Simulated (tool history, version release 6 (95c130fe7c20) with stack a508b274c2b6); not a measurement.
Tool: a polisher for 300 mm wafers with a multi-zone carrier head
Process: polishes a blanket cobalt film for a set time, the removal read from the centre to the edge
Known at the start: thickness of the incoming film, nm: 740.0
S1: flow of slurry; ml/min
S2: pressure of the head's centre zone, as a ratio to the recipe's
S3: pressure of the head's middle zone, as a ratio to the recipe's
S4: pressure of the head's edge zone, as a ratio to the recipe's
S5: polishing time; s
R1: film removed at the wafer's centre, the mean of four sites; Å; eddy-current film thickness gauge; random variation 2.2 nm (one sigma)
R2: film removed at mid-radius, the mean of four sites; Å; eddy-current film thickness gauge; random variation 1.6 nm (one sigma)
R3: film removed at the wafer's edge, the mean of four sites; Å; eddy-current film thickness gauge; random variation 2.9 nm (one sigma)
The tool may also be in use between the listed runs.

run  hour   S1    S2    S3    S4  S5      R1      R2      R3
  1   0.0  270  1.00  1.00  1.00  50  2285.7  2433.8  2581.7
  2   3.4  270  0.97  0.99  0.97  48  2149.1  2287.0  2334.4
  3   9.7  260  0.93  0.98  0.98  47  2013.6  2247.2  2318.0
  4  11.6  195  0.93  0.98  0.98  47  1916.8  2158.3  2324.3
  5  12.3  195  0.91  0.97  0.96  46  1850.3  2123.7  2254.6
  6  19.7  200  0.89  0.96  0.94  45  1763.4  2023.3  2125.0

Run 7 comes next. What will it give?
  7  25.0  200  0.87  0.96  0.93  45   ?   ?   ?

Run 7 gave R1 1735.7 Å, R2 2002.3 Å, R3 2124.8 Å.
